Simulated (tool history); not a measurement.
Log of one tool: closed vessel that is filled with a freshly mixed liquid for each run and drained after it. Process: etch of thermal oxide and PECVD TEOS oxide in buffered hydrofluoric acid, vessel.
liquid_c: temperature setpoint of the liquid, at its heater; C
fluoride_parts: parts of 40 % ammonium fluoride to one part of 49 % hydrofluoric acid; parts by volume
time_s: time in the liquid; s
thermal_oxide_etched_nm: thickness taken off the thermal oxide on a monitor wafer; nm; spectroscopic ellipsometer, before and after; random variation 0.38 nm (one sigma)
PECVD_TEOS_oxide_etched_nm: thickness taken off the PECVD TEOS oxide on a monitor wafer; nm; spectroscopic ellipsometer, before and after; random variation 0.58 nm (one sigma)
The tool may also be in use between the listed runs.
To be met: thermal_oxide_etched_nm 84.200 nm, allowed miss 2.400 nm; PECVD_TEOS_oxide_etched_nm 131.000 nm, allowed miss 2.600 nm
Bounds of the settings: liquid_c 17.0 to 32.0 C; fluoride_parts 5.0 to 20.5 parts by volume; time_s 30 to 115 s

run 1 hour=0.0 | liquid_c=24.0 fluoride_parts=12.5 time_s=60 | thermal_oxide_etched_nm=48.939 PECVD_TEOS_oxide_etched_nm=75.439
run 2 hour=1.4 | liquid_c=24.0 fluoride_parts=12.5 time_s=80 | thermal_oxide_etched_nm=64.799 PECVD_TEOS_oxide_etched_nm=101.390
run 3 hour=4.1 | liquid_c=26.0 fluoride_parts=12.5 time_s=80 | thermal_oxide_etched_nm=72.632 PECVD_TEOS_oxide_etched_nm=113.200
run 4 hour=5.9 | liquid_c=26.0 fluoride_parts=10.0 time_s=80 | thermal_oxide_etched_nm=89.870 PECVD_TEOS_oxide_etched_nm=139.150
run 5 hour=8.0 | liquid_c=26.0 fluoride_parts=8.0 time_s=80 | thermal_oxide_etched_nm=108.900 PECVD_TEOS_oxide_etched_nm=171.020
run 6 hour=15.5 | liquid_c=24.5 fluoride_parts=8.0 time_s=80 | thermal_oxide_etched_nm=100.810 PECVD_TEOS_oxide_etched_nm=156.930
run 7 hour=16.3 | liquid_c=23.5 fluoride_parts=8.0 time_s=80 | thermal_oxide_etched_nm=95.624 PECVD_TEOS_oxide_etched_nm=149.200
run 8 hour=24.4 | liquid_c=23.0 fluoride_parts=8.0 time_s=80 | thermal_oxide_etched_nm=92.403 PECVD_TEOS_oxide_etched_nm=144.210
run 9 hour=25.6 | liquid_c=22.5 fluoride_parts=8.0 time_s=80 | thermal_oxide_etched_nm=89.368 PECVD_TEOS_oxide_etched_nm=140.140
run 10 hour=34.2 | liquid_c=22.5 fluoride_parts=8.0 time_s=80 | thermal_oxide_etched_nm=90.559 PECVD_TEOS_oxide_etched_nm=140.920
run 11 hour=42.2 | liquid_c=22.0 fluoride_parts=8.0 time_s=80 | thermal_oxide_etched_nm=87.508 PECVD_TEOS_oxide_etched_nm=137.810

4 next moves are on the table. One of them brings every result within its allowed miss. Which?
run A hour=50.2 | liquid_c=27.0 fluoride_parts=8.5 time_s=60 | thermal_oxide_etched_nm=? PECVD_TEOS_oxide_etched_nm=?
run B hour=50.2 | liquid_c=28.5 fluoride_parts=6.0 time_s=45 | thermal_oxide_etched_nm=? PECVD_TEOS_oxide_etched_nm=?
run C hour=50.2 | liquid_c=17.0 fluoride_parts=8.5 time_s=115 | thermal_oxide_etched_nm=? PECVD_TEOS_oxide_etched_nm=?
run D hour=50.2 | liquid_c=20.0 fluoride_parts=7.5 time_s=80 | thermal_oxide_etched_nm=? PECVD_TEOS_oxide_etched_nm=?

move=A thermal_oxide_etched_nm=81.494 PECVD_TEOS_oxide_etched_nm=126.990
move=B thermal_oxide_etched_nm=93.400 PECVD_TEOS_oxide_etched_nm=145.550
move=C thermal_oxide_etched_nm=89.273 PECVD_TEOS_oxide_etched_nm=139.120
move=D thermal_oxide_etched_nm=84.454 PECVD_TEOS_oxide_etched_nm=131.610
A: takes the result that was furthest off past its target
B: further off than the last run
C: further off than the last run
D: meets every target
Answer: D
